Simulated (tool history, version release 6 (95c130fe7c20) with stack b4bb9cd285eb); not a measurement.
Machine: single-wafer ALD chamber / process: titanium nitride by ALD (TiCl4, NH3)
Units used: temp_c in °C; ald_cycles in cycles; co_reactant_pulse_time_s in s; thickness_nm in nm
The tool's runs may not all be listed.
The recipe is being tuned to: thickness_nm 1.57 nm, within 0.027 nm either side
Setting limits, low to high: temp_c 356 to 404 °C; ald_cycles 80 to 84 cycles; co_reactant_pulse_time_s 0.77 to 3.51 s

Run 1, day 0: temp_c 380 °C, ald_cycles 84 cycles, co_reactant_pulse_time_s 2.14 s. Result: thickness_nm 1.7992 nm.
Run 2, day 0.154: temp_c 380 °C, ald_cycles 84 cycles, co_reactant_pulse_time_s 2.14 s. Result: thickness_nm 1.8098 nm.
Run 3, day 0.188: temp_c 370 °C, ald_cycles 84 cycles, co_reactant_pulse_time_s 2.14 s. Result: thickness_nm 1.7673 nm.
Run 4, day 0.254: temp_c 366 °C, ald_cycles 83 cycles, co_reactant_pulse_time_s 1.72 s. Result: thickness_nm 1.6952 nm.
Run 5, day 0.471: temp_c 363 °C, ald_cycles 82 cycles, co_reactant_pulse_time_s 1.55 s. Result: thickness_nm 1.6329 nm.
Run 6, day 0.746: temp_c 362 °C, ald_cycles 81 cycles, co_reactant_pulse_time_s 1.5 s. Result: thickness_nm 1.6112 nm.
Run 7, day 0.846: temp_c 357 °C, ald_cycles 80 cycles, co_reactant_pulse_time_s 1.03 s. Result: thickness_nm 1.4223 nm.
Run 8, day 0.992: temp_c 362 °C, ald_cycles 81 cycles, co_reactant_pulse_time_s 1.07 s. Result: thickness_nm 1.4898 nm.
Run 9, day 1.275: temp_c 362 °C, ald_cycles 81 cycles, co_reactant_pulse_time_s 1.07 s. Result: thickness_nm 1.4916 nm.
Run 10, day 1.45: temp_c 364 °C, ald_cycles 82 cycles, co_reactant_pulse_time_s 1.09 s. Result: thickness_nm 1.5312 nm.
Run 11, day 1.75: temp_c 365 °C, ald_cycles 82 cycles, co_reactant_pulse_time_s 1.09 s. Result: thickness_nm 1.5291 nm.

Of the 4 settings listed for the next run, only one would bring every result within its allowed miss of target. Which one?
Run A, day 2.05: temp_c 373 °C, ald_cycles 84 cycles, co_reactant_pulse_time_s 1.22 s. Result: thickness_nm ?.
Run B, day 2.05: temp_c 366 °C, ald_cycles 80 cycles, co_reactant_pulse_time_s 1.01 s. Result: thickness_nm ?.
Run C, day 2.05: temp_c 364 °C, ald_cycles 80 cycles, co_reactant_pulse_time_s 1.07 s. Result: thickness_nm ?.
Run D, day 2.05: temp_c 364 °C, ald_cycles 81 cycles, co_reactant_pulse_time_s 1.27 s. Result: thickness_nm ?.

move  thickness_nm
   A        1.6648
   B        1.4743
   C        1.4854
   D         1.567
A: moves the result that the last run missed by most past its target, out the other side
B: moves away from the targets compared with the last run
C: moves away from the targets compared with the last run
D: every result within its allowed miss
D is the move that brings every result within its allowed miss.
